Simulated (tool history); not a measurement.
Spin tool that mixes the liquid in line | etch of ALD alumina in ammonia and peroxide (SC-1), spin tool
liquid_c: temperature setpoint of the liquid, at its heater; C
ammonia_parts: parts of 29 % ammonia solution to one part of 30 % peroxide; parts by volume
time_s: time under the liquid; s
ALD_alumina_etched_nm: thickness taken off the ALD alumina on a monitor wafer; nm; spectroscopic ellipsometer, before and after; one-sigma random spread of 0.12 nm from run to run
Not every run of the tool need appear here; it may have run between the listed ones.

run  hour  liquid_c  ammonia_parts  time_s  ALD_alumina_etched_nm
  1     0        47            0.7     260                 8.8841
  2   5.6        47            0.7     280                  9.735
  3   8.4      48.5            0.7     280                 10.517
  4   9.7      44.5            0.7     280                 8.4872
  5  18.2      44.5            0.8     280                 8.5865
  6  25.3      44.5            0.8     260                 7.7702
  7  33.6      46.5            0.8     260                 8.8021
  8    36        48            0.8     260                 9.6167
  9  39.2      49.5            0.8     260                 10.568

Estimate the outcome of run 10 from the log above:
 10  42.8      50.5            0.8     260                      ?

Run 10 yielded ALD_alumina_etched_nm 10.979 nm.
